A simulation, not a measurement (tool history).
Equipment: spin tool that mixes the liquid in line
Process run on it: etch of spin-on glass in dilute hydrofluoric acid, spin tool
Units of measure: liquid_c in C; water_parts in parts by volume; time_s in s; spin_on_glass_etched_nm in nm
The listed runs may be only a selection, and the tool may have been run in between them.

{"run": 1, "hour": 0.0, "liquid_c": 21, "water_parts": 45, "time_s": 15, "spin_on_glass_etched_nm": 6.9002}
{"run": 2, "hour": 7.5, "liquid_c": 23.5, "water_parts": 40, "time_s": 15, "spin_on_glass_etched_nm": 8.5663}
{"run": 3, "hour": 8.1, "liquid_c": 23.5, "water_parts": 40, "time_s": 15, "spin_on_glass_etched_nm": 8.6131}
{"run": 4, "hour": 15.4, "liquid_c": 25, "water_parts": 35, "time_s": 15, "spin_on_glass_etched_nm": 10.547}
{"run": 5, "hour": 23.8, "liquid_c": 26, "water_parts": 30, "time_s": 15, "spin_on_glass_etched_nm": 13.001}
{"run": 6, "hour": 31.2, "liquid_c": 29, "water_parts": 30, "time_s": 15, "spin_on_glass_etched_nm": 14.491}

Forecast run 7:
{"run": 7, "hour": 33.2, "liquid_c": 29, "water_parts": 25, "time_s": 15, "spin_on_glass_etched_nm": "?"}

For run 7 the tool returned spin_on_glass_etched_nm 17.815 nm.
